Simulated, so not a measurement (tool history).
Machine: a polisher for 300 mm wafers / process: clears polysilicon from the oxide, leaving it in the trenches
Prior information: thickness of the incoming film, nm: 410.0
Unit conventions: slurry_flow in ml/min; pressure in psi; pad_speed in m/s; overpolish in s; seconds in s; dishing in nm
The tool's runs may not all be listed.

run,hour,slurry_flow,pressure,pad_speed,overpolish,seconds,dishing
1,0.0,135,2.9,0.86,9,23.167,40.813
2,3.4,135,2.5,0.86,9,26.835,38.249
3,6.3,120,2.5,0.86,9,27.809,38.460
4,14.4,120,2.5,0.78,9,29.780,40.204
5,16.0,145,2.5,0.78,9,28.596,39.136
6,21.9,165,2.5,0.78,9,28.334,39.730
7,25.5,160,2.1,0.72,8,35.133,35.591
8,31.6,155,1.8,0.70,9,41.169,35.845
9,32.1,130,1.3,0.68,9,59.548,31.229
10,36.6,140,1.3,0.68,10,59.212,32.873

Estimate the outcome of run 11 from the log above:
11,42.5,150,1.3,0.68,10,?,?

Run 11 came out at seconds 57.068 s, dishing 32.237 nm.
